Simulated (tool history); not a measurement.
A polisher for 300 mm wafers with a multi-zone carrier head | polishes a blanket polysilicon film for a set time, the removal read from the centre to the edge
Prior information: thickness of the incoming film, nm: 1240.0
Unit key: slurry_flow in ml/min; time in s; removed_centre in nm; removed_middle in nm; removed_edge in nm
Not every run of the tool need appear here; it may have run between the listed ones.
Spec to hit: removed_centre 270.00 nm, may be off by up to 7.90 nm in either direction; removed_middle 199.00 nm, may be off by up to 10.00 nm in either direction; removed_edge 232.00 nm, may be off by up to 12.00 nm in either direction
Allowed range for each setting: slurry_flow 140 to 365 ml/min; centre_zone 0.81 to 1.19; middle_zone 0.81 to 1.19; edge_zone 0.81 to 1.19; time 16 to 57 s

run    day  slurry_flow  centre_zone  middle_zone  edge_zone  time  removed_centre  removed_middle  removed_edge
  1  0.000          235         1.00         1.00       1.00    36          221.71          220.32        212.15
  2  0.096          235         1.00         1.00       1.00    41          251.18          251.24        249.85
  3  0.212          235         1.01         0.98       1.00    41          253.05          236.25        243.67
  4  0.254          235         1.01         1.05       1.00    41          253.85          245.09        245.99
  5  0.600          235         1.01         1.05       0.96    41          253.63          254.23        237.72
  6  0.708          235         1.03         1.04       0.97    41          259.07          251.63        237.42
  7  0.775          235         1.04         1.02       0.99    41          262.22          242.86        239.76
  8  1.079          235         1.05         1.01       1.00    41          263.12          243.72        241.85
     1.308  -- edge zone pressure recalibrated
  9  1.308          235         1.06         0.99       1.01    41          264.01          238.48        244.99
 10  1.375          235         1.07         0.98       1.01    41          266.14          239.87        255.70
 11  1.588          235         1.08         0.96       1.00    41          272.81          235.58        249.89
 12  1.888          230         1.09         0.95       1.00    41          273.06          229.58        255.77
 13  2.104          230         1.10         0.95       0.99    41          274.52          230.83        256.72
 14  2.296          235         1.11         0.94       0.98    40          271.18          229.49        237.26

Next run, 5 choices. One meets every target within its allowed miss, the rest don't. Which?
  A  2.488          250         1.14         0.84       0.94    38               ?               ?             ?
  B  2.488          215         1.06         0.97       0.81    43               ?               ?             ?
  C  2.488          350         1.15         0.92       1.19    38               ?               ?             ?
  D  2.488          250         1.10         1.01       0.90    39               ?               ?             ?
  E  2.488          220         1.11         0.91       1.02    40               ?               ?             ?

move  removed_centre  removed_middle  removed_edge
   A          268.78          196.51        239.12
   B          277.17          246.13        253.66
   C          281.33          218.87        267.34
   D          266.42          235.21        241.26
   E          270.86          217.61        255.86
A: every result lands within tolerance
B: its largest miss is bigger than the last run's
C: roughly where the last run was
D: its largest miss is bigger than the last run's
E: moves toward the targets from the last run without getting all of them in spec
So the answer is move A, the one that meets all the targets.
